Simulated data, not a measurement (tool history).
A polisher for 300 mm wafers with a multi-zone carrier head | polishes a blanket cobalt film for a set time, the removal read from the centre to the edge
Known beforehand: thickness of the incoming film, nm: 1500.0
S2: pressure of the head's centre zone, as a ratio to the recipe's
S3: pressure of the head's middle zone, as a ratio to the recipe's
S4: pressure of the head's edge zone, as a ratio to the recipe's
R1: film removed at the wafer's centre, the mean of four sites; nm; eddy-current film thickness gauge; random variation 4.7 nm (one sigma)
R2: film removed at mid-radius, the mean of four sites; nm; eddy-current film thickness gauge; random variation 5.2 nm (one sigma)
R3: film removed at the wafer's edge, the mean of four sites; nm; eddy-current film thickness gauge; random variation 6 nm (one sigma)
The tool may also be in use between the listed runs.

run 1 hour=0.0 | flow_of_slurry_(ml/min)=265 S2=1.00 S3=1.00 S4=1.00 polishing_time_(s)=67 | R1=281.00 R2=298.17 R3=304.71
run 2 hour=1.4 | flow_of_slurry_(ml/min)=265 S2=0.96 S3=1.00 S4=1.00 polishing_time_(s)=67 | R1=271.47 R2=308.35 R3=310.57
run 3 hour=6.6 | flow_of_slurry_(ml/min)=265 S2=0.96 S3=1.00 S4=0.93 polishing_time_(s)=67 | R1=265.24 R2=303.73 R3=305.15
run 4 hour=11.1 | flow_of_slurry_(ml/min)=265 S2=0.90 S3=1.00 S4=0.93 polishing_time_(s)=67 | R1=255.51 R2=305.24 R3=299.70
-- hour=14.7 centre zone pressure recalibrated
run 5 hour=14.7 | flow_of_slurry_(ml/min)=265 S2=0.90 S3=1.00 S4=0.87 polishing_time_(s)=67 | R1=270.57 R2=302.48 R3=295.16
run 6 hour=22.5 | flow_of_slurry_(ml/min)=325 S2=0.90 S3=1.00 S4=0.87 polishing_time_(s)=67 | R1=281.71 R2=315.91 R3=291.74
run 7 hour=23.1 | flow_of_slurry_(ml/min)=315 S2=0.94 S3=1.00 S4=0.88 polishing_time_(s)=73 | R1=315.42 R2=332.94 R3=321.93

What will run 8 give?
run 8 hour=26.4 | flow_of_slurry_(ml/min)=310 S2=0.97 S3=1.02 S4=0.90 polishing_time_(s)=78 | R1=? R2=? R3=?

R1: 349.93 nm
R2: 363.61 nm
R3: 343.68 nm

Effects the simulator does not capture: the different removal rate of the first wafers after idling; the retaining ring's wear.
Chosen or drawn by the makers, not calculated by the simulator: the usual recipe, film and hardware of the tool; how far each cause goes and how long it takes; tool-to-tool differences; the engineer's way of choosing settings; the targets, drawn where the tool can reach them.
